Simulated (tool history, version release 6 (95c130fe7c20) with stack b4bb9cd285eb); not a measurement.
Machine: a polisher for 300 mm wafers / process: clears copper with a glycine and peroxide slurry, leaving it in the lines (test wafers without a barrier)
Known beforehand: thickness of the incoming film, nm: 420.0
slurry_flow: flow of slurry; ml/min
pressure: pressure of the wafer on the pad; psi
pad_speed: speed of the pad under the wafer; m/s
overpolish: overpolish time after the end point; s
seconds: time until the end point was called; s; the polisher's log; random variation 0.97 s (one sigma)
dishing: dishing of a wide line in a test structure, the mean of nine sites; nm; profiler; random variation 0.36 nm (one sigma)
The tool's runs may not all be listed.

| run | hour | slurry_flow | pressure | pad_speed | overpolish | seconds | dishing |
|---|---|---|---|---|---|---|---|
| 1 | 0.0 | 185 | 1.9 | 0.94 | 25 | 124.080 | 56.400 |
| 2 | 2.5 | 185 | 2.4 | 0.94 | 25 | 106.770 | 64.310 |
| 3 | 11.2 | 185 | 2.6 | 0.94 | 25 | 102.970 | 66.214 |
| 4 | 15.3 | 210 | 2.2 | 1.06 | 21 | 102.850 | 56.049 |
| 5 | 18.8 | 230 | 2.0 | 1.16 | 18 | 103.680 | 49.407 |
| 6 | 20.4 | 245 | 1.9 | 1.24 | 16 | 100.950 | 46.255 |
| 7 | 24.0 | 255 | 1.8 | 1.30 | 14 | 100.790 | 40.908 |
| 8 | 30.0 | 265 | 1.8 | 1.34 | 13 | 100.170 | 39.371 |

For run 9, what comes out?
| 9 | 36.3 | 270 | 1.8 | 1.36 | 12 | ? | ? |

For run 9 the tool returned seconds 97.376 s, dishing 36.501 nm.
